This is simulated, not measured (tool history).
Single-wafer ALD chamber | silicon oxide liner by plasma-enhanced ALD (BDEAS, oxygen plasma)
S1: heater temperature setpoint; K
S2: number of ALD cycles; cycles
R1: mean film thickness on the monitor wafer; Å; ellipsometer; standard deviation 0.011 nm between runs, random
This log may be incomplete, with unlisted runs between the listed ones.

{"run": 1, "day": 0.0, "S1": 593.15, "S2": 52, "R1": 45.397}
{"run": 2, "day": 0.046, "S1": 593.15, "S2": 57, "R1": 49.882}
{"run": 3, "day": 0.233, "S1": 593.15, "S2": 54, "R1": 47.163}
{"run": 4, "day": 0.458, "S1": 600.15, "S2": 54, "R1": 46.878}
{"run": 5, "day": 0.675, "S1": 605.15, "S2": 54, "R1": 46.33}
{"run": 6, "day": 0.721, "S1": 605.15, "S2": 50, "R1": 43.034}
{"run": 7, "day": 0.971, "S1": 604.15, "S2": 51, "R1": 43.876}
{"run": 8, "day": 1.221, "S1": 603.15, "S2": 52, "R1": 44.705}
{"run": 9, "day": 1.275, "S1": 602.15, "S2": 53, "R1": 45.737}

Run 10, settings as shown, results not yet in. Your forecast:
{"run": 10, "day": 1.529, "S1": 601.15, "S2": 53, "R1": "?"}

{"run 10": {"R1": 45.9}}
